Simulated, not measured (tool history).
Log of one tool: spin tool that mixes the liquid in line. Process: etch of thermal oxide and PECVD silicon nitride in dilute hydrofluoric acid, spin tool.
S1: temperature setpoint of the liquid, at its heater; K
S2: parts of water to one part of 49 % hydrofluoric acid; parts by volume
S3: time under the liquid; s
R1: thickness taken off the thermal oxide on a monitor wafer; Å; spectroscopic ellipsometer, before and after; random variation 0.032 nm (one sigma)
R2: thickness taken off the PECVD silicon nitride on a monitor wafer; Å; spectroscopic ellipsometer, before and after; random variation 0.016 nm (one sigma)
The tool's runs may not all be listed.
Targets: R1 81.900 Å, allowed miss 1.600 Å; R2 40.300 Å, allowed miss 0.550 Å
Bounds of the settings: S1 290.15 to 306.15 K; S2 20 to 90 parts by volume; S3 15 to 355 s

{"run": 1, "hour": 0.0, "S1": 298.15, "S2": 50, "S3": 180, "R1": 206.43, "R2": 120.43}
{"run": 2, "hour": 6.7, "S1": 298.15, "S2": 50, "S3": 240, "R1": 277.03, "R2": 160.73}
{"run": 3, "hour": 9.6, "S1": 298.15, "S2": 50, "S3": 295, "R1": 340.84, "R2": 197.38}
{"run": 4, "hour": 13.9, "S1": 300.15, "S2": 50, "S3": 295, "R1": 367.83, "R2": 226.84}
{"run": 5, "hour": 16.8, "S1": 300.15, "S2": 50, "S3": 220, "R1": 274.47, "R2": 169.17}
{"run": 6, "hour": 20.4, "S1": 298.15, "S2": 55, "S3": 220, "R1": 227.97, "R2": 134.03}
{"run": 7, "hour": 21.2, "S1": 296.65, "S2": 60, "S3": 215, "R1": 190.86, "R2": 108.8}
{"run": 8, "hour": 28.3, "S1": 295.15, "S2": 65, "S3": 210, "R1": 159.94, "R2": 88.494}
{"run": 9, "hour": 34.5, "S1": 294.15, "S2": 70, "S3": 210, "R1": 143.01, "R2": 77.216}
{"run": 10, "hour": 37.3, "S1": 293.15, "S2": 75, "S3": 205, "R1": 124.55, "R2": 66.224}
{"run": 11, "hour": 45.7, "S1": 292.65, "S2": 80, "S3": 200, "R1": 110.28, "R2": 58.203}
{"hour": 48.3, "done": "thermometer replaced"}
{"run": 12, "hour": 48.3, "S1": 292.15, "S2": 80, "S3": 195, "R1": 97.027, "R2": 47.461}
{"run": 13, "hour": 52.1, "S1": 292.15, "S2": 85, "S3": 200, "R1": 93.283, "R2": 46.252}
{"run": 14, "hour": 52.8, "S1": 292.15, "S2": 90, "S3": 200, "R1": 86.984, "R2": 43.515}
{"run": 15, "hour": 54.9, "S1": 291.65, "S2": 90, "S3": 195, "R1": 83.912, "R2": 40.923}

5 next moves are on the table. One of them brings every result within its allowed miss. Which?
{"run": "A", "hour": 57.0, "S1": 292.15, "S2": 80, "S3": 160, "R1": "?", "R2": "?"}
{"run": "B", "hour": 57.0, "S1": 290.65, "S2": 85, "S3": 200, "R1": "?", "R2": "?"}
{"run": "C", "hour": 57.0, "S1": 292.65, "S2": 75, "S3": 150, "R1": "?", "R2": "?"}
{"run": "D", "hour": 57.0, "S1": 292.65, "S2": 90, "S3": 175, "R1": "?", "R2": "?"}
{"run": "E", "hour": 57.0, "S1": 292.15, "S2": 80, "S3": 170, "R1": "?", "R2": "?"}

move=A R1=79.454 R2=39.203
move=B R1=87.264 R2=41.625
move=C R1=81.600 R2=40.513
move=D R1=77.996 R2=39.569
move=E R1=84.420 R2=41.653
A: takes the result that was furthest off past its target
B: further off than the last run
C: meets every target
D: takes the result that was furthest off past its target
E: further off than the last run
Answer: C
